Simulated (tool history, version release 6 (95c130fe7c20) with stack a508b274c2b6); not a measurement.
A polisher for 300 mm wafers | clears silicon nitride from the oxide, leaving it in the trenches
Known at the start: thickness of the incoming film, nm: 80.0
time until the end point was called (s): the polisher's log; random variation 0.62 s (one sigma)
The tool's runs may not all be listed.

run	day	flow of slurry (ml/min)	pressure of the wafer on the pad (kPa)	speed of the pad under the wafer (cm/s)	overpolish time after the end point (s)	time until the end point was called (s)
1	0.000	215	17.9	96	9	87.046
2	0.100	215	17.9	96	7	85.908
3	0.262	215	17.9	96	9	86.531
4	0.383	220	19.3	96	9	79.087
5	0.467	225	20.0	96	9	77.655
6	0.583	225	17.2	96	9	87.343
7	0.929	245	18.6	96	9	83.485
8	1.283	245	20.0	96	9	77.510
9	1.329	245	20.7	96	9	74.625

The next listed run, before its measurement:
10	1.375	245	21.4	96	9	?

Run 10 gave time until the end point was called (s) 72.525.
